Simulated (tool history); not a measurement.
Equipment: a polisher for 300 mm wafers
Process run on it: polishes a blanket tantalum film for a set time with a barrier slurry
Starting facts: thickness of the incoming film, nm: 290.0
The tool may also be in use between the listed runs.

| run | hour | flow of slurry (ml/min) | pressure of the wafer on the pad (kPa) | speed of the pad under the wafer (m/s) | abrasive content of the slurry | polishing time (s) | film removed (nm) |
|---|---|---|---|---|---|---|---|
| 1 | 0.0 | 285 | 9.0 | 0.84 | 1.00 | 37 | 32.375 |
| 2 | 2.1 | 285 | 8.3 | 0.84 | 1.00 | 37 | 29.978 |
| 3 | 10.7 | 325 | 8.3 | 0.84 | 1.00 | 37 | 30.451 |
| 4 | 12.0 | 325 | 8.3 | 0.84 | 0.85 | 37 | 29.954 |
| 5 | 17.4 | 325 | 8.3 | 0.84 | 0.85 | 37 | 29.627 |
| 6 | 21.9 | 320 | 7.6 | 0.84 | 0.85 | 37 | 27.914 |
| 7 | 30.6 | 320 | 6.9 | 0.84 | 0.85 | 37 | 26.703 |
| 8 | 39.1 | 320 | 6.2 | 0.84 | 0.85 | 37 | 24.922 |
|  | 47.2 | slurry nozzle cleaned |
| 9 | 47.2 | 320 | 5.5 | 0.84 | 0.85 | 37 | 24.334 |

Run 10 has not been measured yet. What should we expect?
| 10 | 50.1 | 320 | 4.8 | 0.84 | 0.85 | 37 | ? |

Run 10 measured film removed (nm) 22.722.
